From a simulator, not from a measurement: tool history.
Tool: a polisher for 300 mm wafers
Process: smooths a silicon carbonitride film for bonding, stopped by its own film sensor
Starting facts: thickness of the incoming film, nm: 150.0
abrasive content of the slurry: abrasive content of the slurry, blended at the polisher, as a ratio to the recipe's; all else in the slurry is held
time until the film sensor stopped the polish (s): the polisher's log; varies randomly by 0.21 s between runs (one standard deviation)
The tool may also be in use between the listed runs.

run    day  flow of slurry (ml/min)  pressure of the wafer on the pad (kPa)  speed of the pad under the wafer (cm/s)  abrasive content of the slurry  target thickness at which the film sensor stops the polish (angstrom)  time until the film sensor stopped the polish (s)
  1  0.000                      165                                    16.5                                       90                             1.0                                                                   1380                                             41.163
  2  0.296                      165                                    15.2                                       90                             1.0                                                                   1380                                             44.705
  3  0.612                      175                                    17.9                                       90                             1.0                                                                   1380                                             37.592
  4  0.642                      180                                    20.0                                       90                             1.0                                                                   1380                                             33.301
     0.758  -- slurry blender recalibrated
  5  0.758                      185                                    21.4                                       90                             1.0                                                                   1380                                             28.408
  6  0.925                      185                                    22.8                                       90                             1.0                                                                   1380                                             26.804

Estimate the outcome of run 7 from the log above:
  7  1.162                      185                                    22.8                                       90                             1.0                                                                   1380                                                  ?

{"run 7": {"time until the film sensor stopped the polish (s)": 26.813}}
